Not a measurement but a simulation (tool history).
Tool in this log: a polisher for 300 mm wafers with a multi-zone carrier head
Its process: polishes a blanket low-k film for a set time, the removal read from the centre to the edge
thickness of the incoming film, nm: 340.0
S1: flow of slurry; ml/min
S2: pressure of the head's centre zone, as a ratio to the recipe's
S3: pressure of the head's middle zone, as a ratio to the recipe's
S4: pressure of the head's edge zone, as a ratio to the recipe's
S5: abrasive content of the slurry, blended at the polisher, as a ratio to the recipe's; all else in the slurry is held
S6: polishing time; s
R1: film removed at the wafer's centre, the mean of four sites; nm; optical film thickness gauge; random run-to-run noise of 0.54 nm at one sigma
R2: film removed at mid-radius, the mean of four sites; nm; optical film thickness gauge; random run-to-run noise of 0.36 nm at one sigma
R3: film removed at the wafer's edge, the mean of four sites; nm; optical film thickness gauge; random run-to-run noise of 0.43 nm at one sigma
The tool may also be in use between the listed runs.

{"run": 1, "hour": 0.0, "S1": 275, "S2": 1.0, "S3": 1.0, "S4": 1.0, "S5": 1.0, "S6": 68, "R1": 26.479, "R2": 26.799, "R3": 27.101}
{"run": 2, "hour": 4.1, "S1": 275, "S2": 1.0, "S3": 1.07, "S4": 1.0, "S5": 1.0, "S6": 68, "R1": 26.16, "R2": 28.287, "R3": 26.744}
{"run": 3, "hour": 9.9, "S1": 275, "S2": 1.0, "S3": 1.13, "S4": 1.0, "S5": 1.0, "S6": 68, "R1": 26.437, "R2": 28.627, "R3": 26.799}
{"run": 4, "hour": 16.9, "S1": 275, "S2": 1.0, "S3": 1.13, "S4": 1.06, "S5": 1.0, "S6": 68, "R1": 26.436, "R2": 28.866, "R3": 27.299}
{"run": 5, "hour": 18.0, "S1": 275, "S2": 1.0, "S3": 1.13, "S4": 1.06, "S5": 0.9, "S6": 68, "R1": 24.824, "R2": 27.9, "R3": 25.75}
{"run": 6, "hour": 18.8, "S1": 275, "S2": 1.02, "S3": 1.11, "S4": 1.07, "S5": 1.0, "S6": 68, "R1": 26.603, "R2": 28.633, "R3": 27.528}
{"run": 7, "hour": 22.8, "S1": 280, "S2": 1.05, "S3": 1.09, "S4": 1.07, "S5": 1.1, "S6": 68, "R1": 28.869, "R2": 29.745, "R3": 28.432}

Run 8 comes next. What will it give?
{"run": 8, "hour": 25.1, "S1": 265, "S2": 1.13, "S3": 0.99, "S4": 1.17, "S5": 1.35, "S6": 77, "R1": "?", "R2": "?", "R3": "?"}

R1: 37.955 nm
R2: 34.805 nm
R3: 37.700 nm
